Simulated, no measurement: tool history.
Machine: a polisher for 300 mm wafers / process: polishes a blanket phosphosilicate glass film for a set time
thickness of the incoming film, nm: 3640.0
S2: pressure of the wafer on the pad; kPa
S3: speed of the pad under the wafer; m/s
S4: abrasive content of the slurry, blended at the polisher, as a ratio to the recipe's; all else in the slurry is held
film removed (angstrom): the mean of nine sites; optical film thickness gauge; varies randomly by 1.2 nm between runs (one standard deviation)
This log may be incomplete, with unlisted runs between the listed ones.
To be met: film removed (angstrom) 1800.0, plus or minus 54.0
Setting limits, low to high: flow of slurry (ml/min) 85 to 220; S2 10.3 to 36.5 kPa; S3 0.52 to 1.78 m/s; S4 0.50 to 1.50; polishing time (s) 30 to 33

Run 1, hour 0.0: flow of slurry (ml/min) 140, S2 23.4 kPa, S3 1.14 m/s, S4 1.00, polishing time (s) 33. Result: film removed (angstrom) 3085.7.
Run 2, hour 8.8: flow of slurry (ml/min) 140, S2 18.6 kPa, S3 1.14 m/s, S4 1.00, polishing time (s) 33. Result: film removed (angstrom) 2507.1.
Run 3, hour 15.6: flow of slurry (ml/min) 135, S2 17.2 kPa, S3 1.14 m/s, S4 1.00, polishing time (s) 33. Result: film removed (angstrom) 2297.7.
Run 4, hour 23.9: flow of slurry (ml/min) 135, S2 17.2 kPa, S3 1.14 m/s, S4 1.00, polishing time (s) 33. Result: film removed (angstrom) 2310.0.
Run 5, hour 30.9: flow of slurry (ml/min) 130, S2 16.5 kPa, S3 1.14 m/s, S4 1.00, polishing time (s) 33. Result: film removed (angstrom) 2198.7.
Run 6, hour 38.1: flow of slurry (ml/min) 130, S2 16.5 kPa, S3 1.14 m/s, S4 1.00, polishing time (s) 30. Result: film removed (angstrom) 1988.0.
Run 7, hour 42.0: flow of slurry (ml/min) 125, S2 16.5 kPa, S3 1.14 m/s, S4 1.00, polishing time (s) 30. Result: film removed (angstrom) 1972.9.
Run 8, hour 45.7: flow of slurry (ml/min) 120, S2 16.5 kPa, S3 1.14 m/s, S4 1.00, polishing time (s) 30. Result: film removed (angstrom) 1944.7.
Run 9, hour 54.1: flow of slurry (ml/min) 115, S2 16.5 kPa, S3 1.14 m/s, S4 1.00, polishing time (s) 30. Result: film removed (angstrom) 1936.3.
Run 10, hour 59.2: flow of slurry (ml/min) 110, S2 16.5 kPa, S3 1.14 m/s, S4 1.00, polishing time (s) 30. Result: film removed (angstrom) 1929.0.
Run 11, hour 62.3: flow of slurry (ml/min) 105, S2 16.5 kPa, S3 1.14 m/s, S4 1.00, polishing time (s) 30. Result: film removed (angstrom) 1933.9.

Below are 4 possible settings for the next run. Only one of them brings all results inside the allowed miss of their targets. Which is it?
Run A, hour 65.4: flow of slurry (ml/min) 105, S2 19.3 kPa, S3 0.92 m/s, S4 1.00, polishing time (s) 30. Result: film removed (angstrom) ?.
Run B, hour 65.4: flow of slurry (ml/min) 110, S2 15.9 kPa, S3 1.08 m/s, S4 1.15, polishing time (s) 31. Result: film removed (angstrom) ?.
Run C, hour 65.4: flow of slurry (ml/min) 85, S2 13.1 kPa, S3 1.78 m/s, S4 0.70, polishing time (s) 33. Result: film removed (angstrom) ?.
Run D, hour 65.4: flow of slurry (ml/min) 125, S2 13.8 kPa, S3 1.28 m/s, S4 0.95, polishing time (s) 33. Result: film removed (angstrom) ?.

move  film removed (angstrom)
   A                   1915.7
   B                   1948.6
   C                   1804.1
   D                   1920.6
A: better than the last run, though not everything is in spec
B: further off than the last run
C: every result lands within tolerance
D: better than the last run, though not everything is in spec
Correct choice: C, which meets every target
